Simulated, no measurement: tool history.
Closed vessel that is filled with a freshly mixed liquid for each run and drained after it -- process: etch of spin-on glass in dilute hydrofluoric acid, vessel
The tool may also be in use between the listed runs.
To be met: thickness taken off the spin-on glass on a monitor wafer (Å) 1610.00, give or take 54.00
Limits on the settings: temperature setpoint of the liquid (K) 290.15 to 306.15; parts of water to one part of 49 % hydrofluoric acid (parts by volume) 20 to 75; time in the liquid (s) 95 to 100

run,day,temperature setpoint of the liquid (K),parts of water to one part of 49 % hydrofluoric acid (parts by volume),time in the liquid (s),thickness taken off the spin-on glass on a monitor wafer (Å)
1,0.000,298.15,45,95,717.33
2,0.154,299.65,40,95,873.99
3,0.217,303.15,40,95,982.95
4,0.529,301.15,40,95,923.39
# day 0.871: hydrofluoric acid flow meter replaced
5,0.871,302.15,35,95,984.54
6,0.950,302.65,30,95,1176.60
7,1.154,303.15,30,95,1194.60
8,1.296,303.65,30,95,1209.40
9,1.654,304.15,30,95,1239.40
10,1.733,304.65,30,95,1265.90

Pick the move, out of 5, that brings all results within their allowed miss; only one does.
A,1.812,304.65,25,100,?
B,1.812,304.15,35,95,?
C,1.812,302.15,30,95,?
D,1.812,299.15,35,95,?
E,1.812,304.15,30,100,?

move,thickness taken off the spin-on glass on a monitor wafer (Å)
A,1608.70
B,1052.80
C,1143.00
D,860.79
E,1303.40
A: all results in spec
B: lands further from the targets than the last run did
C: lands further from the targets than the last run did
D: lands further from the targets than the last run did
E: better than the last run, though not everything is in spec
The move that meets every target is A.
